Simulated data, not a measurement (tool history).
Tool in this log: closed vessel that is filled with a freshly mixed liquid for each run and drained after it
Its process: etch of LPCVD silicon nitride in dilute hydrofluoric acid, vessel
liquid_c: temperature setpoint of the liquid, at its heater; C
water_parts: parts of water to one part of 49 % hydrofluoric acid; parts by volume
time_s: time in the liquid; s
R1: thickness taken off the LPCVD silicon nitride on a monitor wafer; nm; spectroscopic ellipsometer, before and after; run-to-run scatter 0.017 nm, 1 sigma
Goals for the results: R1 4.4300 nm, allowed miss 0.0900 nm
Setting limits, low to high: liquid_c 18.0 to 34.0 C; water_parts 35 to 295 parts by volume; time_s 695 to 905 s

{"run": 1, "day": 0.0, "liquid_c": 26.0, "water_parts": 165, "time_s": 905, "R1": 3.1132}
{"run": 2, "day": 0.117, "liquid_c": 27.5, "water_parts": 165, "time_s": 905, "R1": 3.4451}
{"run": 3, "day": 0.221, "liquid_c": 28.0, "water_parts": 165, "time_s": 905, "R1": 3.5308}
{"run": 4, "day": 0.429, "liquid_c": 28.5, "water_parts": 165, "time_s": 905, "R1": 3.6192}
{"run": 5, "day": 0.75, "liquid_c": 28.5, "water_parts": 190, "time_s": 905, "R1": 3.151}
{"run": 6, "day": 0.812, "liquid_c": 29.0, "water_parts": 190, "time_s": 905, "R1": 3.2595}
{"run": 7, "day": 1.017, "liquid_c": 29.5, "water_parts": 190, "time_s": 905, "R1": 3.3535}
{"run": 8, "day": 1.092, "liquid_c": 30.0, "water_parts": 190, "time_s": 905, "R1": 3.4524}

Exercise: of the 4 proposed moves below, exactly one satisfies all targets within the stated allowed misses. Which move is it?
{"run": "A", "day": 1.167, "liquid_c": 29.5, "water_parts": 130, "time_s": 860, "R1": "?"}
{"run": "B", "day": 1.167, "liquid_c": 29.5, "water_parts": 135, "time_s": 890, "R1": "?"}
{"run": "C", "day": 1.167, "liquid_c": 30.0, "water_parts": 145, "time_s": 885, "R1": "?"}
{"run": "D", "day": 1.167, "liquid_c": 26.5, "water_parts": 115, "time_s": 905, "R1": "?"}

move=A R1=4.6770
move=B R1=4.6591
move=C R1=4.4446
move=D R1=4.6057
A: the result that was furthest off in the last run now lies on the other side of its target
B: the result that was furthest off in the last run now lies on the other side of its target
C: all results in spec
D: the result that was furthest off in the last run now lies on the other side of its target
C meets every target.
